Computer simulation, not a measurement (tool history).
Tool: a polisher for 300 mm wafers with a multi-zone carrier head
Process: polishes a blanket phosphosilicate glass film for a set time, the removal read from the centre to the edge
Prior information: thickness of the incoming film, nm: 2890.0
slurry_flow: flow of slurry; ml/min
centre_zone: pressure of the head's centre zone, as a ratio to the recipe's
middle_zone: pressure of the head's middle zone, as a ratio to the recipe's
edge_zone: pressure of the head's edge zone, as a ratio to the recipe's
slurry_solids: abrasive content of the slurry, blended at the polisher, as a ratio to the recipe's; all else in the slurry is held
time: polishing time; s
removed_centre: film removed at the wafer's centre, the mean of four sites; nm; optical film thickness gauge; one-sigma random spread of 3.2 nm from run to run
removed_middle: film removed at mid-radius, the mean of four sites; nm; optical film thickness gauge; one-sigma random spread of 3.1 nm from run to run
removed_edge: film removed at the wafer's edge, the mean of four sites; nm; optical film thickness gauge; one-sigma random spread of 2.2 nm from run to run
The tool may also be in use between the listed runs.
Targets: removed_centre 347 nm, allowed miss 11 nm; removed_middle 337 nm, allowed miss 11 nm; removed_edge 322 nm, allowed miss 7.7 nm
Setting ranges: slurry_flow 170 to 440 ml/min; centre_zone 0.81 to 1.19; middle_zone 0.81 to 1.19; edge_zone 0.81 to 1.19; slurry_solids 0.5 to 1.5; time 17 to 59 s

run	day	slurry_flow	centre_zone	middle_zone	edge_zone	slurry_solids	time	removed_centre	removed_middle	removed_edge
1	0	280	1	1	1	1	38	390.19	393.17	381.31
2	0.212	275	0.99	0.98	0.96	0.95	38	378.5	373.34	370.02
3	0.317	275	0.99	0.98	0.96	0.95	32	317.84	320.72	311.79
4	0.479	275	0.99	0.98	0.96	0.95	38	379.67	373.77	365.71
5	0.512	270	0.98	0.98	0.93	0.9	38	368.36	363.58	352.12
6	0.867	260	0.97	0.97	0.91	0.9	38	363.2	362.95	349.39
# day 1.183: worn pad replaced by a new one
7	1.183	255	0.97	0.96	0.89	0.9	38	395.21	392.9	379.18
8	1.271	255	0.97	0.96	0.89	0.9	38	396.21	389.54	381.38
9	1.417	280	0.98	0.97	0.91	0.9	38	405.67	400.63	380.63
10	1.538	265	0.99	0.98	0.91	0.9	38	406.14	406.81	383.04
11	1.646	310	0.95	0.92	0.83	0.65	38	330.12	319.67	314.03
12	1.833	305	0.95	0.93	0.83	0.65	38	330.32	328.72	312.4
13	2.1	300	0.95	0.93	0.83	0.65	38	330.7	323.09	308.66

5 next moves are on the table. One of them brings every result within its allowed miss. Which?
A	2.367	295	0.9	0.99	0.81	0.7	37	?	?	?
B	2.367	380	0.95	0.92	0.82	0.8	35	?	?	?
C	2.367	250	0.87	0.95	0.81	0.7	39	?	?	?
D	2.367	295	1.03	0.92	0.81	0.85	32	?	?	?
E	2.367	315	0.91	0.92	0.86	0.75	34	?	?	?

move	removed_centre	removed_middle	removed_edge
A	321.84	344.04	310.33
B	351.34	334.02	321.19
C	324	346.72	324.72
D	353.62	310.23	298.05
E	311.9	310.06	304.69
A: moves away from the targets compared with the last run
B: hits every target within its allowed miss
C: the furthest-off result lands on target, but another misses its tolerance
D: moves away from the targets compared with the last run
E: moves away from the targets compared with the last run
B meets every target.

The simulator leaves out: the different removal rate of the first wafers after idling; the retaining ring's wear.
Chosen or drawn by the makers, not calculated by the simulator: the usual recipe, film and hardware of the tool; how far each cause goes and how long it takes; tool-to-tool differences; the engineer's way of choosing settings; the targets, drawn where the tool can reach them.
